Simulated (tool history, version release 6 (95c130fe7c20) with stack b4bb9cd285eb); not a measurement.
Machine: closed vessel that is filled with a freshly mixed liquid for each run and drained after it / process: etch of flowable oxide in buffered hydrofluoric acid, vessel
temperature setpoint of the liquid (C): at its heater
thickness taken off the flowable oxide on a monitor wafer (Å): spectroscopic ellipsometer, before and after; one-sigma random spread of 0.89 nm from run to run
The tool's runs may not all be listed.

run,hour,temperature setpoint of the liquid (C),parts of 40 % ammonium fluoride to one part of 49 % hydrofluoric acid (parts by volume),time in the liquid (s),thickness taken off the flowable oxide on a monitor wafer (Å)
1,0,21,17,95,1387.5
2,3,20,17.5,95,1271.2
3,8.8,20,17.5,95,1295.8
4,11.3,20,17.5,95,1284.3
5,18.9,19,17.5,95,1211.7
6,21.5,19,17.5,100,1266.7
7,23.8,18.5,17.5,100,1244.7
8,29.2,18,18,100,1171.6
9,38.1,17.5,18,100,1115.9

What does the tool deliver on the next run?
10,38.7,17,18,100,?

Run 10 yielded thickness taken off the flowable oxide on a monitor wafer (Å) 1113.2.
